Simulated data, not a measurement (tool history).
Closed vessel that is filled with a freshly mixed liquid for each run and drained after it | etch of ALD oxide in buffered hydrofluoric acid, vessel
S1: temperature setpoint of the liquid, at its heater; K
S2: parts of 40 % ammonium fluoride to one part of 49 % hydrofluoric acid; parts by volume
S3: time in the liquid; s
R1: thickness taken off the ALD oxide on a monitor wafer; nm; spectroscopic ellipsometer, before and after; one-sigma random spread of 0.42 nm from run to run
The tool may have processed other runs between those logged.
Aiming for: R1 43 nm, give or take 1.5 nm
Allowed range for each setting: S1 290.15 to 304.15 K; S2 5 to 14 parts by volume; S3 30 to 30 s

Run 1, hour 0: S1 296.15 K, S2 8.5 parts by volume, S3 30 s. Result: R1 70.476 nm.
Run 2, hour 2.4: S1 296.15 K, S2 10.5 parts by volume, S3 30 s. Result: R1 58.146 nm.
Run 3, hour 4.2: S1 296.15 K, S2 10.5 parts by volume, S3 30 s. Result: R1 59.071 nm.
Run 4, hour 5.9: S1 299.15 K, S2 10.5 parts by volume, S3 30 s. Result: R1 68.66 nm.
Run 5, hour 12.9: S1 299.15 K, S2 10.5 parts by volume, S3 30 s. Result: R1 67.633 nm.
Run 6, hour 17.2: S1 299.15 K, S2 10.5 parts by volume, S3 30 s. Result: R1 69.031 nm.
Run 7, hour 23.3: S1 296.65 K, S2 10.5 parts by volume, S3 30 s. Result: R1 60.839 nm.
Run 8, hour 24.9: S1 294.65 K, S2 10.5 parts by volume, S3 30 s. Result: R1 52.238 nm.
Run 9, hour 28.5: S1 293.65 K, S2 10.5 parts by volume, S3 30 s. Result: R1 50.194 nm.
Run 10, hour 31.2: S1 292.65 K, S2 10.5 parts by volume, S3 30 s. Result: R1 48.136 nm.
Run 11, hour 34.7: S1 292.15 K, S2 10.5 parts by volume, S3 30 s. Result: R1 47.315 nm.
Run 12, hour 36: S1 291.65 K, S2 10.5 parts by volume, S3 30 s. Result: R1 45.382 nm.

Exactly one of the 4 candidate moves below puts every result within its allowed miss. Which one?
Run A, hour 37.3: S1 296.15 K, S2 12.5 parts by volume, S3 30 s. Result: R1 ?.
Run B, hour 37.3: S1 293.15 K, S2 12 parts by volume, S3 30 s. Result: R1 ?.
Run C, hour 37.3: S1 290.15 K, S2 11.5 parts by volume, S3 30 s. Result: R1 ?.
Run D, hour 37.3: S1 294.65 K, S2 14 parts by volume, S3 30 s. Result: R1 ?.

move      R1
   A  48.524
   B  42.761
   C  37.622
   D  39.954
A: moves away from the targets compared with the last run
B: meets every target
C: takes the biggest miss from the last run beyond its target
D: takes the biggest miss from the last run beyond its target
The move that meets every target is B.
